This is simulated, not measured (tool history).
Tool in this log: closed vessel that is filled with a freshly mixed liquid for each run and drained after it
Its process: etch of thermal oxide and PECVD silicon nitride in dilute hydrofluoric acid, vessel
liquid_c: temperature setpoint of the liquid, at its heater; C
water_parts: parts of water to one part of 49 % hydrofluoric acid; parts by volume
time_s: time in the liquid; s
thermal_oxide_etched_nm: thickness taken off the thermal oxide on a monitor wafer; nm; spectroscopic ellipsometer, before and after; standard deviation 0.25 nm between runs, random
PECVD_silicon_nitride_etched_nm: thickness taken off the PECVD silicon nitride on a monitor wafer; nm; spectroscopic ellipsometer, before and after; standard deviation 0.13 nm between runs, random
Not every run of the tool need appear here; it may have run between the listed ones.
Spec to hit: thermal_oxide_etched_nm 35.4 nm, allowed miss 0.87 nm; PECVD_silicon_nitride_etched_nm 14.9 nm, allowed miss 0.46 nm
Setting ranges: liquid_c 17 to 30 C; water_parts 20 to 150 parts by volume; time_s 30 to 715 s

run	hour	liquid_c	water_parts	time_s	thermal_oxide_etched_nm	PECVD_silicon_nitride_etched_nm
1	0	22	85	365	18.14	9.2932
2	3.1	21.5	70	360	21.949	10.664
3	9.9	21	60	350	24.609	11.713
4	12	20.5	50	345	28.455	13.497
5	18.3	23.5	50	345	32.498	16.341
6	26.8	22.5	45	340	34.019	16.64
7	34.9	21.5	40	335	37.015	17.401
8	41.6	17.5	40	335	31.089	13.145

Next run, 5 choices. One meets every target within its allowed miss, the rest don't. Which?
A	48.3	24.5	55	315	?	?
B	48.3	17	40	370	?	?
C	48.3	23.5	50	355	?	?
D	48.3	18	35	325	?	?
E	48.3	21	55	330	?	?

move	thermal_oxide_etched_nm	PECVD_silicon_nitride_etched_nm
A	27.614	14.46
B	33.078	13.78
C	33.073	16.725
D	34.885	14.784
E	25.026	11.944
A: misses by more than the last run did
B: nearer than the last run, and not there yet
C: nearer than the last run, and not there yet
D: every result within its allowed miss
E: misses by more than the last run did
So the answer is move D, the one that meets all the targets.
